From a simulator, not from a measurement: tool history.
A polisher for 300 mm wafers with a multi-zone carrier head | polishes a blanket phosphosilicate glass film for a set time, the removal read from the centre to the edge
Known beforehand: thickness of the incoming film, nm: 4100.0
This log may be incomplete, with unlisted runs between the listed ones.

run,day,flow of slurry (ml/min),pressure of the head's centre zone,pressure of the head's middle zone,pressure of the head's edge zone,abrasive content of the slurry,polishing time (s),film removed at the wafer's centre (Å),film removed at mid-radius (Å),film removed at the wafer's edge (Å)
1,0.000,160,1.00,1.00,1.00,1.0,62,6919.9,6857.2,6744.8
2,0.279,190,1.00,1.00,1.00,1.0,62,7060.3,7111.7,6927.0
3,0.646,195,0.95,1.03,0.98,1.0,62,6667.5,7217.3,6753.3
4,0.925,195,0.95,1.03,0.98,1.0,55,5769.9,6434.0,6081.2
5,1.246,195,0.95,1.03,1.03,1.0,55,5859.8,6380.2,6199.7
6,1.383,195,0.95,1.03,1.03,1.0,66,7129.2,7686.6,7579.7
7,1.450,185,0.92,1.06,1.00,1.0,66,6835.3,7962.3,7401.6
8,1.667,180,0.90,1.06,0.97,1.0,66,6638.1,7762.3,7237.8

What will run 9 give?
9,1.788,175,0.88,1.07,0.94,1.0,66,?,?,?

Run 9 measured film removed at the wafer's centre (Å) 6350.6, film removed at mid-radius (Å) 7832.8, film removed at the wafer's edge (Å) 7085.8.
